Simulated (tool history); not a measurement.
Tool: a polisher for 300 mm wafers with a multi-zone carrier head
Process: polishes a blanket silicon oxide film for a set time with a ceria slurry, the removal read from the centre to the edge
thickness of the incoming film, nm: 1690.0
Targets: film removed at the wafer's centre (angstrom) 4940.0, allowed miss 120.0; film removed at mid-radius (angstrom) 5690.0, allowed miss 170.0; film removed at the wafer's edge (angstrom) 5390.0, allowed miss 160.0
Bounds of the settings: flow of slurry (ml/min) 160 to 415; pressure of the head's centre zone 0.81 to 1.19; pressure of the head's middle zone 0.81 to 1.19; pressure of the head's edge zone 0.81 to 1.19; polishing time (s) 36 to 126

run	day	flow of slurry (ml/min)	pressure of the head's centre zone	pressure of the head's middle zone	pressure of the head's edge zone	polishing time (s)	film removed at the wafer's centre (angstrom)	film removed at mid-radius (angstrom)	film removed at the wafer's edge (angstrom)
1	0.000	265	1.00	1.00	1.00	81	7120.8	7365.5	7003.3
2	0.250	255	0.97	0.98	0.97	78	6821.2	6875.2	6587.4
3	0.442	250	0.94	0.99	0.97	75	6269.0	6664.9	6429.5
4	0.725	245	0.92	0.99	0.95	73	5989.3	6466.0	6175.5
5	0.792	245	0.92	0.99	0.89	73	6005.6	6535.7	5980.9
6	0.833	245	0.92	0.99	0.93	73	5996.1	6349.8	6101.6
7	0.879	240	0.90	0.99	0.91	72	5699.9	6321.7	5921.7
8	0.942	230	0.88	0.98	0.89	72	5578.9	6343.2	5868.5
9	1.275	230	0.88	0.98	0.89	72	5553.3	6310.1	5862.7
10	1.442	225	0.87	0.97	0.88	71	5361.2	6152.8	5805.6
11	1.588	220	0.87	0.96	0.87	70	5370.1	5946.7	5510.8
12	1.742	210	0.86	0.96	0.87	70	5280.2	5887.6	5570.0
13	1.921	205	0.85	0.96	0.87	70	5102.1	5969.6	5463.0
14	2.167	200	0.85	0.95	0.88	70	5148.3	5907.0	5527.2
15	2.354	195	0.85	0.94	0.88	70	5098.4	5769.0	5648.5
16	2.704	190	0.85	0.94	0.87	70	5135.5	5746.9	5641.0
17	2.742	190	0.85	0.94	0.86	70	5157.4	5753.7	5573.5
18	2.796	190	0.84	0.94	0.85	70	5037.6	5807.8	5475.9
# day 2.858: edge zone pressure recalibrated
19	2.858	185	0.84	0.94	0.85	70	5035.5	5786.3	5665.3
20	2.888	190	0.84	0.94	0.85	70	5076.6	5811.8	5701.0
21	3.188	195	0.84	0.94	0.85	69	5002.4	5771.3	5501.1

4 next moves are on the table. One of them brings every result within its allowed miss. Which?
A	3.488	215	0.82	1.02	0.81	68	?	?	?
B	3.488	205	0.82	0.96	0.93	69	?	?	?
C	3.488	240	0.84	1.00	0.83	68	?	?	?
D	3.488	315	0.83	0.93	0.81	66	?	?	?

move	film removed at the wafer's centre (angstrom)	film removed at mid-radius (angstrom)	film removed at the wafer's edge (angstrom)
A	4921.8	6042.8	5404.6
B	4968.3	5826.7	5822.0
C	5096.9	6008.1	5503.7
D	5005.4	5639.6	5378.2
A: brings the result that was furthest off to its target, and leaves another outside
B: further off than the last run
C: brings the result that was furthest off to its target, and leaves another outside
D: meets every target
Answer: D
